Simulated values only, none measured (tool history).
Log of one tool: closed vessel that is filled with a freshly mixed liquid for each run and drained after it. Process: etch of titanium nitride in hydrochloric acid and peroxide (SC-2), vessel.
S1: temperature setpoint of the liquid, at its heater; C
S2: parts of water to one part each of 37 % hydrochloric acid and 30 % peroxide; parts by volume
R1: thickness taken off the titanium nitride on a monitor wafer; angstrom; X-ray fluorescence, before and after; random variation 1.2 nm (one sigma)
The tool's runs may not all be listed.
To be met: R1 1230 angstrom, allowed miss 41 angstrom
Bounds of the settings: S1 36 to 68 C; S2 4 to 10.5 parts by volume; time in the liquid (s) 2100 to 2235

{"run": 1, "day": 0.0, "S1": 52, "S2": 5.5, "time in the liquid (s)": 2100, "R1": 814.9}
{"run": 2, "day": 0.096, "S1": 52, "S2": 4, "time in the liquid (s)": 2100, "R1": 1008.7}
{"run": 3, "day": 0.371, "S1": 53, "S2": 4, "time in the liquid (s)": 2100, "R1": 1068.5}
{"run": 4, "day": 0.675, "S1": 53, "S2": 5, "time in the liquid (s)": 2100, "R1": 920.88}
{"run": 5, "day": 0.846, "S1": 47, "S2": 5, "time in the liquid (s)": 2100, "R1": 615.09}
{"run": 6, "day": 1.146, "S1": 49.5, "S2": 5, "time in the liquid (s)": 2100, "R1": 732.73}
{"run": 7, "day": 1.296, "S1": 49.5, "S2": 5, "time in the liquid (s)": 2100, "R1": 739.44}
{"run": 8, "day": 1.342, "S1": 51.5, "S2": 5, "time in the liquid (s)": 2100, "R1": 820.14}
{"run": 9, "day": 1.483, "S1": 53, "S2": 5, "time in the liquid (s)": 2100, "R1": 906.43}
{"run": 10, "day": 1.846, "S1": 58.5, "S2": 5, "time in the liquid (s)": 2100, "R1": 1320.9}
{"run": 11, "day": 2.212, "S1": 58, "S2": 5, "time in the liquid (s)": 2100, "R1": 1283}

4 next moves are on the table. One of them brings every result within its allowed miss. Which?
{"run": "A", "day": 2.579, "S1": 58, "S2": 5.5, "time in the liquid (s)": 2135, "R1": "?"}
{"run": "B", "day": 2.579, "S1": 57.5, "S2": 4.5, "time in the liquid (s)": 2105, "R1": "?"}
{"run": "C", "day": 2.579, "S1": 57, "S2": 4.5, "time in the liquid (s)": 2170, "R1": "?"}
{"run": "D", "day": 2.579, "S1": 58.5, "S2": 5.5, "time in the liquid (s)": 2205, "R1": "?"}

move=A R1=1215.9
move=B R1=1340
move=C R1=1338
move=D R1=1296.2
A: meets every target
B: further off than the last run
C: further off than the last run
D: further off than the last run
Answer: A

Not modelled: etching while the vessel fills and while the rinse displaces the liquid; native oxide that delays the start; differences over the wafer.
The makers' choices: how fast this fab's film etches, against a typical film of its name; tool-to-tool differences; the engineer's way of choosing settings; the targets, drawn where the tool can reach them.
